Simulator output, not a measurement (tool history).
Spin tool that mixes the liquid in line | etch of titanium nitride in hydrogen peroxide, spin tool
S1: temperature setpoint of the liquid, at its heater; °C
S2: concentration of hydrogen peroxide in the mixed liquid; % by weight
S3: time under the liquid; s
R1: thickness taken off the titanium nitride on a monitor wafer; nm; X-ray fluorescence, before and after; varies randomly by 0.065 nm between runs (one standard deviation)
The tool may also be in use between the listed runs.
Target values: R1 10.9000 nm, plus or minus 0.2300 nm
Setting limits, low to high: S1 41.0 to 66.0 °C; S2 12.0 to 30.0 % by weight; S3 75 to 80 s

run	hour	S1	S2	S3	R1
1	0.0	57.0	22.0	75	8.2200
2	3.1	57.0	24.0	75	8.4587
3	5.9	57.0	27.5	75	8.6656
4	9.4	58.0	27.5	75	9.1779
5	13.7	58.5	27.5	75	9.6029
6	16.5	53.0	27.5	75	6.5515
7	23.1	55.0	27.5	75	7.5351
8	25.0	56.5	27.5	75	8.2994
9	29.9	57.5	27.5	75	8.9458
10	38.9	61.0	27.5	75	11.4600

Pick the move, out of 5, that brings all results within their allowed miss; only one does.
A	47.9	60.0	25.5	75	?
B	47.9	58.5	29.5	80	?
C	47.9	61.0	29.0	80	?
D	47.9	59.5	27.0	75	?
E	47.9	61.0	23.0	75	?

move	R1
A	10.5000
B	10.4390
C	12.3290
D	10.2760
E	10.9860
A: pushes the last run's worst result past its target
B: pushes the last run's worst result past its target
C: misses by more than the last run did
D: pushes the last run's worst result past its target
E: each result inside its tolerance
Answer: E
